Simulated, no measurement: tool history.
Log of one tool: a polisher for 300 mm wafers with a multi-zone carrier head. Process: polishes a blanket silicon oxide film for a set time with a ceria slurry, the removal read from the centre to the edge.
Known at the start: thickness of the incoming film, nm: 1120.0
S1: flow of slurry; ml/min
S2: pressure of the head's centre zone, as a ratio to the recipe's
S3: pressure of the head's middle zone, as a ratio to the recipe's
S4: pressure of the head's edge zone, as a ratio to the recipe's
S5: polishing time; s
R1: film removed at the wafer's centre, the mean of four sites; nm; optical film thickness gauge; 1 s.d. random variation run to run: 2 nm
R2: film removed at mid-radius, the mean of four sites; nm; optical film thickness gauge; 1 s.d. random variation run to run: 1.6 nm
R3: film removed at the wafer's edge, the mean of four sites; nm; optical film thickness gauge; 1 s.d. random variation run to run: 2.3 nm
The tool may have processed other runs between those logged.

run  hour   S1    S2    S3    S4  S5      R1      R2      R3
  1   0.0  125  1.00  1.00  1.00  34  154.29  156.17  158.90
  2   3.6  135  1.03  1.03  1.04  36  171.45  172.06  172.69
  3   8.2  160  1.03  1.03  1.04  36  178.69  176.62  177.68
  4  16.8  165  1.05  1.05  1.07  38  193.51  190.72  190.80
  5  18.9  170  1.06  1.07  1.09  40  204.41  202.69  202.83
  6  26.3  175  1.07  1.08  1.10  41  214.26  212.69  204.22
  7  29.1  180  1.07  1.08  1.11  42  219.65  214.83  215.96
  8  32.3  180  1.08  1.09  1.12  43  228.47  224.28  222.89

Run 9 has not been measured yet. What should we expect?
  9  40.9  180  1.09  1.10  1.13  44   ?   ?   ?

R1: 237.53 nm
R2: 230.06 nm
R3: 226.86 nm

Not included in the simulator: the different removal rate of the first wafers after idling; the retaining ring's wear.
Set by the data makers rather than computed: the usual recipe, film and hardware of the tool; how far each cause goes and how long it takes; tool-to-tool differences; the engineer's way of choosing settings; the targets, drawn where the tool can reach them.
